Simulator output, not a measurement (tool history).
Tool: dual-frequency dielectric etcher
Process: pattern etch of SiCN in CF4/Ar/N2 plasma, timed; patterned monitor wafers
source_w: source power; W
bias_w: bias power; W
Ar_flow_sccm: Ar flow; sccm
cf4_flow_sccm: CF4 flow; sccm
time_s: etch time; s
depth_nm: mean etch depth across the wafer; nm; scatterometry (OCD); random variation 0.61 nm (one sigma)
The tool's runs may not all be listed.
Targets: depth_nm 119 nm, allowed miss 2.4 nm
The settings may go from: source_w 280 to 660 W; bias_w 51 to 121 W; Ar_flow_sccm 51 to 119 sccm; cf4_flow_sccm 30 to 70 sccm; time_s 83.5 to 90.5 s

run 1 hour=0 | source_w=470 bias_w=86 Ar_flow_sccm=85 cf4_flow_sccm=50 time_s=90.5 | depth_nm=89.718
run 2 hour=4.8 | source_w=500 bias_w=87 Ar_flow_sccm=85 cf4_flow_sccm=50 time_s=90.5 | depth_nm=96.677
run 3 hour=11.5 | source_w=500 bias_w=87 Ar_flow_sccm=85 cf4_flow_sccm=55 time_s=90.5 | depth_nm=96.74
run 4 hour=16.9 | source_w=520 bias_w=87 Ar_flow_sccm=85 cf4_flow_sccm=55 time_s=90.5 | depth_nm=101.26
run 5 hour=19.1 | source_w=520 bias_w=87 Ar_flow_sccm=74 cf4_flow_sccm=55 time_s=90.5 | depth_nm=103.24
run 6 hour=26.9 | source_w=520 bias_w=99 Ar_flow_sccm=74 cf4_flow_sccm=55 time_s=90.5 | depth_nm=107.58
run 7 hour=29.2 | source_w=530 bias_w=99 Ar_flow_sccm=74 cf4_flow_sccm=55 time_s=90.5 | depth_nm=109.51
run 8 hour=32.1 | source_w=540 bias_w=99 Ar_flow_sccm=74 cf4_flow_sccm=55 time_s=90.5 | depth_nm=112.93
run 9 hour=36.8 | source_w=550 bias_w=99 Ar_flow_sccm=74 cf4_flow_sccm=55 time_s=90.5 | depth_nm=114.49

4 next moves are on the table. One of them brings every result within its allowed miss. Which?
run A hour=41.5 | source_w=540 bias_w=102 Ar_flow_sccm=68 cf4_flow_sccm=48 time_s=87.5 | depth_nm=?
run B hour=41.5 | source_w=570 bias_w=92 Ar_flow_sccm=82 cf4_flow_sccm=54 time_s=88.5 | depth_nm=?
run C hour=41.5 | source_w=570 bias_w=94 Ar_flow_sccm=70 cf4_flow_sccm=54 time_s=87 | depth_nm=?
run D hour=41.5 | source_w=580 bias_w=98 Ar_flow_sccm=82 cf4_flow_sccm=64 time_s=89.5 | depth_nm=?

move=A depth_nm=109.11
move=B depth_nm=110.8
move=C depth_nm=112.6
move=D depth_nm=119.22
A: further off than the last run
B: further off than the last run
C: further off than the last run
D: meets every target
Answer: D
